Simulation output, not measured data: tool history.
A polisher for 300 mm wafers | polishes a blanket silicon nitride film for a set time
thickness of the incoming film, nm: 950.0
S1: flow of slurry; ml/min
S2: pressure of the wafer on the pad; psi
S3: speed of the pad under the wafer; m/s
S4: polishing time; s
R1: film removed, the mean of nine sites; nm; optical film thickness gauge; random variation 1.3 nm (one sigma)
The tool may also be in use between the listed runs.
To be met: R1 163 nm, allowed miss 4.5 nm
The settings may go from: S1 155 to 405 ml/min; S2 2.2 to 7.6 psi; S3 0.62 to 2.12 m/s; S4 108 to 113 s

Run 1, hour 0: S1 260 ml/min, S2 4.9 psi, S3 1.36 m/s, S4 108 s. Result: R1 248.72 nm.
Run 2, hour 6.8: S1 260 ml/min, S2 4.9 psi, S3 1.58 m/s, S4 108 s. Result: R1 277.48 nm.
Run 3, hour 12.8: S1 260 ml/min, S2 4.4 psi, S3 1.58 m/s, S4 108 s. Result: R1 259.53 nm.
Run 4, hour 17: S1 260 ml/min, S2 4 psi, S3 1.54 m/s, S4 108 s. Result: R1 231.69 nm.
Run 5, hour 23.4: S1 260 ml/min, S2 4 psi, S3 1.54 m/s, S4 108 s. Result: R1 233.01 nm.
Run 6, hour 30.9: S1 260 ml/min, S2 4 psi, S3 1.54 m/s, S4 113 s. Result: R1 242.98 nm.
Run 7, hour 33.8: S1 250 ml/min, S2 2.6 psi, S3 1.48 m/s, S4 113 s. Result: R1 168.52 nm.
At hour 34.7: head pressure recalibrated.
Run 8, hour 34.7: S1 245 ml/min, S2 2.6 psi, S3 1.48 m/s, S4 113 s. Result: R1 185.98 nm.
Run 9, hour 38.3: S1 260 ml/min, S2 2.5 psi, S3 1.48 m/s, S4 113 s. Result: R1 183.23 nm.
Run 10, hour 41.7: S1 250 ml/min, S2 2.5 psi, S3 1.48 m/s, S4 113 s. Result: R1 178.79 nm.
Run 11, hour 50.2: S1 250 ml/min, S2 2.5 psi, S3 1.48 m/s, S4 113 s. Result: R1 180.59 nm.
Run 12, hour 55.5: S1 245 ml/min, S2 2.4 psi, S3 1.46 m/s, S4 113 s. Result: R1 176.64 nm.
Run 13, hour 60.7: S1 245 ml/min, S2 2.2 psi, S3 1.38 m/s, S4 113 s. Result: R1 157.54 nm.

4 next moves are on the table. One of them brings every result within its allowed miss. Which?
Run A, hour 65.9: S1 275 ml/min, S2 2.3 psi, S3 1.42 m/s, S4 110 s. Result: R1 ?.
Run B, hour 65.9: S1 220 ml/min, S2 3.2 psi, S3 1 m/s, S4 108 s. Result: R1 ?.
Run C, hour 65.9: S1 285 ml/min, S2 2.2 psi, S3 1.34 m/s, S4 108 s. Result: R1 ?.
Run D, hour 65.9: S1 275 ml/min, S2 2.2 psi, S3 1.34 m/s, S4 112 s. Result: R1 ?.

move      R1
   A  163.52
   B   150.3
   C  149.17
   D  154.12
A: meets every target
B: further off than the last run
C: further off than the last run
D: further off than the last run
Move A is the one to make.

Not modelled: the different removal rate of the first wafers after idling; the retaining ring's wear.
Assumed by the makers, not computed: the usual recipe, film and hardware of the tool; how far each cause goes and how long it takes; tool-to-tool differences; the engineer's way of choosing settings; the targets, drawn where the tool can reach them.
